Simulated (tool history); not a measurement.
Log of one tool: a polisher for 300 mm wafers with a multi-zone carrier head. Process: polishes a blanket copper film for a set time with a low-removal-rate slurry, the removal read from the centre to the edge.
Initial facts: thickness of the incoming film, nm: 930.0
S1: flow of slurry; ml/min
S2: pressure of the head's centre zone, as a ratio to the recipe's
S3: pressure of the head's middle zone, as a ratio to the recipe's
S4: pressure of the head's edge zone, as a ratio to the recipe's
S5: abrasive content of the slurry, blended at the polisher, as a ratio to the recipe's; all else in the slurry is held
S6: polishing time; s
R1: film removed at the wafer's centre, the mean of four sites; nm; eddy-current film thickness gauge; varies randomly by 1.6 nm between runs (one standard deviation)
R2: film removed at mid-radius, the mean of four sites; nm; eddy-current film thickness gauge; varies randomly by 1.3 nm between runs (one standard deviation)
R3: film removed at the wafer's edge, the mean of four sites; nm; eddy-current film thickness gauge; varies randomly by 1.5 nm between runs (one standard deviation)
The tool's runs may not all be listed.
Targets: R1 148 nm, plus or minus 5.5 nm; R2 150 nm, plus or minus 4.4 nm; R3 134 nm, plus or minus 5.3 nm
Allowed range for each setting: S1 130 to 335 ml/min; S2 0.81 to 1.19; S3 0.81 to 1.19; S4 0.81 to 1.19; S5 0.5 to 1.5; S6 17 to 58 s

Run 1, hour 0: S1 215 ml/min, S2 1, S3 1, S4 1, S5 1, S6 37 s. Result: R1 114.94 nm, R2 108.71 nm, R3 113.26 nm.
Run 2, hour 1.3: S1 215 ml/min, S2 1, S3 1, S4 0.92, S5 1, S6 37 s. Result: R1 110.92 nm, R2 109.47 nm, R3 109.52 nm.
Run 3, hour 9.7: S1 215 ml/min, S2 1, S3 1, S4 1.01, S5 1, S6 37 s. Result: R1 112.85 nm, R2 109.37 nm, R3 115.09 nm.
Run 4, hour 13.6: S1 160 ml/min, S2 1, S3 1, S4 1.01, S5 1, S6 37 s. Result: R1 107.46 nm, R2 102.11 nm, R3 113.66 nm.
Run 5, hour 17.8: S1 185 ml/min, S2 1.02, S3 1.04, S4 1.03, S5 1.1, S6 37 s. Result: R1 117.02 nm, R2 113.73 nm, R3 117.47 nm.
Run 6, hour 22: S1 225 ml/min, S2 1.02, S3 1.04, S4 1.03, S5 1.1, S6 37 s. Result: R1 118.44 nm, R2 116.61 nm, R3 119.39 nm.
Run 7, hour 30.7: S1 240 ml/min, S2 1.05, S3 1.08, S4 1.04, S5 1.15, S6 37 s. Result: R1 124.82 nm, R2 119.77 nm, R3 120.23 nm.
Run 8, hour 38: S1 250 ml/min, S2 1.06, S3 1.11, S4 1.03, S5 1.25, S6 37 s. Result: R1 128.41 nm, R2 128.84 nm, R3 123.45 nm.
Run 9, hour 44.5: S1 255 ml/min, S2 1.08, S3 1.13, S4 1.03, S5 1.3, S6 37 s. Result: R1 131.47 nm, R2 129.73 nm, R3 121.38 nm.
Run 10, hour 48.9: S1 265 ml/min, S2 1.09, S3 1.14, S4 1.04, S5 1.35, S6 37 s. Result: R1 137.5 nm, R2 135.24 nm, R3 124.34 nm.
Run 11, hour 53.2: S1 265 ml/min, S2 1.09, S3 1.14, S4 1.04, S5 1.35, S6 37 s. Result: R1 133.27 nm, R2 132.42 nm, R3 124.94 nm.
Run 12, hour 57.2: S1 270 ml/min, S2 1.1, S3 1.15, S4 1.04, S5 1.4, S6 37 s. Result: R1 138.48 nm, R2 136.72 nm, R3 126.81 nm.
Run 13, hour 59.2: S1 275 ml/min, S2 1.1, S3 1.16, S4 1.04, S5 1.4, S6 37 s. Result: R1 138.51 nm, R2 137.49 nm, R3 126.24 nm.
Run 14, hour 64.9: S1 280 ml/min, S2 1.1, S3 1.17, S4 1.04, S5 1.4, S6 37 s. Result: R1 137.26 nm, R2 136.74 nm, R3 128.82 nm.
Run 15, hour 69.8: S1 280 ml/min, S2 1.1, S3 1.17, S4 1.04, S5 1.4, S6 37 s. Result: R1 140.01 nm, R2 136.15 nm, R3 126.2 nm.
Run 16, hour 77.9: S1 275 ml/min, S2 1.1, S3 1.17, S4 1.04, S5 1.4, S6 38 s. Result: R1 140.71 nm, R2 139.67 nm, R3 129.77 nm.

Exercise: of the 5 proposed moves below, exactly one satisfies all targets within the stated allowed misses. Which move is it?
Run A, hour 86: S1 260 ml/min, S2 1.15, S3 1.19, S4 0.88, S5 1.5, S6 42 s. Result: R1 ?, R2 ?, R3 ?.
Run B, hour 86: S1 255 ml/min, S2 1.09, S3 1.18, S4 0.99, S5 1.45, S6 40 s. Result: R1 ?, R2 ?, R3 ?.
Run C, hour 86: S1 245 ml/min, S2 0.97, S3 1.1, S4 1.19, S5 1.2, S6 42 s. Result: R1 ?, R2 ?, R3 ?.
Run D, hour 86: S1 240 ml/min, S2 1.06, S3 1.03, S4 1.11, S5 1.4, S6 42 s. Result: R1 ?, R2 ?, R3 ?.
Run E, hour 86: S1 275 ml/min, S2 1.17, S3 1.08, S4 1, S5 1.45, S6 39 s. Result: R1 ?, R2 ?, R3 ?.

move      R1      R2      R3
   A   165.3  160.53  135.18
   B  147.64   150.3  134.77
   C   131.3  141.71  148.35
   D  148.23  138.38  148.07
   E  155.87  136.84  133.03
A: pushes the last run's worst result past its target
B: all results land within tolerance of their targets
C: further off than the last run
D: further off than the last run
E: further off than the last run
B is the move that brings every result within its allowed miss.
